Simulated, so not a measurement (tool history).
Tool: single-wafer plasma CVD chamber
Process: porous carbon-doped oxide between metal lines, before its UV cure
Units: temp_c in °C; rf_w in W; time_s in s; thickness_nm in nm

run,hour,temp_c,rf_w,time_s,thickness_nm
1,0.0,315,415,15.1,65.252
2,5.3,315,395,15.1,63.172
3,9.5,323,395,15.1,60.701
4,16.0,325,390,15.1,59.393
5,21.1,325,410,15.1,61.497
6,23.2,327,405,15.1,60.232

Forecast run 7:
7,25.3,329,405,15.1,?

{"run 7": {"thickness_nm": 59.636}}

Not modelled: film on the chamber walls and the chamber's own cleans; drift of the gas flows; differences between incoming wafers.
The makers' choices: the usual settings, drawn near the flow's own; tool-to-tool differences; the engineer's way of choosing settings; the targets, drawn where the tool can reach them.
